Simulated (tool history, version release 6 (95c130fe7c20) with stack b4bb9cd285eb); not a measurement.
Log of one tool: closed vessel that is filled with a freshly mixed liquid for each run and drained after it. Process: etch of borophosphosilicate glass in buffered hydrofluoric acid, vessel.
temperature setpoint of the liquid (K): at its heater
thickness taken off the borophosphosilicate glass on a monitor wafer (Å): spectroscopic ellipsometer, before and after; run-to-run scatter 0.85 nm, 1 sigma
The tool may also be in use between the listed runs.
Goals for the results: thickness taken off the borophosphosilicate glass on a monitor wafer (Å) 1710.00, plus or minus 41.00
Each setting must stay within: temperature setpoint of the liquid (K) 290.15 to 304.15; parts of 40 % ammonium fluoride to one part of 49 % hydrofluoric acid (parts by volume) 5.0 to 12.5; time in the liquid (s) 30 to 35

run	hour	temperature setpoint of the liquid (K)	parts of 40 % ammonium fluoride to one part of 49 % hydrofluoric acid (parts by volume)	time in the liquid (s)	thickness taken off the borophosphosilicate glass on a monitor wafer (Å)
1	0.0	296.15	7.5	35	975.85
2	5.6	296.15	7.5	35	981.03
3	7.0	297.15	7.5	35	1033.50
4	13.6	297.15	6.5	35	1190.90
5	18.3	298.15	6.5	35	1265.30
6	25.3	298.15	6.5	35	1257.20
7	28.5	302.15	6.5	35	1549.40
8	33.2	302.65	6.5	35	1583.00

Which one of the following 4 next-run settings gets every result inside its allowed miss? There is exactly one.
A	37.9	303.65	6.5	30	?
B	37.9	303.15	6.5	35	?
C	37.9	302.65	6.0	35	?
D	37.9	304.15	6.0	35	?

move	thickness taken off the borophosphosilicate glass on a monitor wafer (Å)
A	1434.50
B	1631.00
C	1705.40
D	1842.60
A: the biggest miss grows against the last run
B: better than the last run, though not everything is in spec
C: every result within its allowed miss
D: carries the result that was furthest off beyond its target, to the other side
Answer: C
